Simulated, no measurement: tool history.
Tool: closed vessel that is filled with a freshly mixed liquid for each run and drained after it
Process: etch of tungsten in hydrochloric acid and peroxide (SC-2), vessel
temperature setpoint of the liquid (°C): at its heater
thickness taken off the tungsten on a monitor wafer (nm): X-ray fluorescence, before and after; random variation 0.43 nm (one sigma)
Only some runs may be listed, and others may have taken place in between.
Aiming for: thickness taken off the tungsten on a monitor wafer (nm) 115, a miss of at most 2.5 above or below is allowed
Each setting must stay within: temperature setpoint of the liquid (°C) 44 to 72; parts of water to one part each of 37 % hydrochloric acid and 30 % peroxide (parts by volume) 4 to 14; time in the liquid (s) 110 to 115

run,hour,temperature setpoint of the liquid (°C),parts of water to one part each of 37 % hydrochloric acid and 30 % peroxide (parts by volume),time in the liquid (s),thickness taken off the tungsten on a monitor wafer (nm)
1,0,60,7.5,110,76.462
2,3.6,60,7.5,110,76.117
3,5,62,7.5,110,86.285
4,12.3,58.5,7.5,110,69.364
5,21,58.5,7.5,110,69.334
6,26.6,58.5,7.5,115,72.185
7,30.9,60.5,7.5,115,81.834
8,39.8,67,7.5,115,123.27
9,43.1,65.5,7.5,115,112.08

Which of these 5 next moves meets every target?
A,46.4,69.5,8.5,110,?
B,46.4,64,5.5,110,?
C,46.4,64,6,110,?
D,46.4,71,9.5,110,?
E,46.4,68.5,8,110,?

move,thickness taken off the tungsten on a monitor wafer (nm)
A,122.8
B,123.41
C,115.7
D,122.51
E,121.5
A: takes the biggest miss from the last run beyond its target
B: takes the biggest miss from the last run beyond its target
C: every result lands within tolerance
D: takes the biggest miss from the last run beyond its target
E: takes the biggest miss from the last run beyond its target
Go with C: it meets all targets.
